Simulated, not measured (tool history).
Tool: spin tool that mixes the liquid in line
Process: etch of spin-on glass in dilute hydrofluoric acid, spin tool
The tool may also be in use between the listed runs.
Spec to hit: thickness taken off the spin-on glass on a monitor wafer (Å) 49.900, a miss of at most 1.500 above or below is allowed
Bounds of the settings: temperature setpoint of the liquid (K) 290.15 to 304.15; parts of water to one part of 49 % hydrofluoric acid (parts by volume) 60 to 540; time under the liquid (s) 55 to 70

| run | hour | temperature setpoint of the liquid (K) | parts of water to one part of 49 % hydrofluoric acid (parts by volume) | time under the liquid (s) | thickness taken off the spin-on glass on a monitor wafer (Å) |
|---|---|---|---|---|---|
| 1 | 0.0 | 296.15 | 300 | 70 | 67.149 |
| 2 | 8.2 | 298.65 | 300 | 70 | 72.834 |
| 3 | 16.3 | 298.65 | 300 | 55 | 57.068 |
| 4 | 24.0 | 298.65 | 300 | 55 | 57.659 |
|  | 26.7 | hydrofluoric acid flow meter replaced |
| 5 | 26.7 | 298.65 | 300 | 70 | 67.300 |
| 6 | 35.5 | 298.65 | 325 | 70 | 60.402 |
| 7 | 40.2 | 297.65 | 335 | 70 | 56.095 |
| 8 | 42.5 | 296.15 | 340 | 70 | 52.406 |
| 9 | 47.7 | 295.65 | 340 | 70 | 51.190 |

Which single option among these 5 for the next run brings every result within its allowed miss of target? Just one does.
| A | 52.9 | 296.65 | 315 | 65 | ? |
| B | 52.9 | 294.65 | 280 | 55 | ? |
| C | 52.9 | 296.65 | 335 | 70 | ? |
| D | 52.9 | 294.15 | 315 | 60 | ? |
| E | 52.9 | 292.15 | 245 | 55 | ? |

| move | thickness taken off the spin-on glass on a monitor wafer (Å) |
|---|---|
| A | 54.607 |
| B | 50.052 |
| C | 54.265 |
| D | 46.160 |
| E | 53.849 |
A: moves away from the targets compared with the last run
B: every result lands within tolerance
C: moves away from the targets compared with the last run
D: the result that was furthest off in the last run now lies on the other side of its target
E: moves away from the targets compared with the last run
B meets every target.
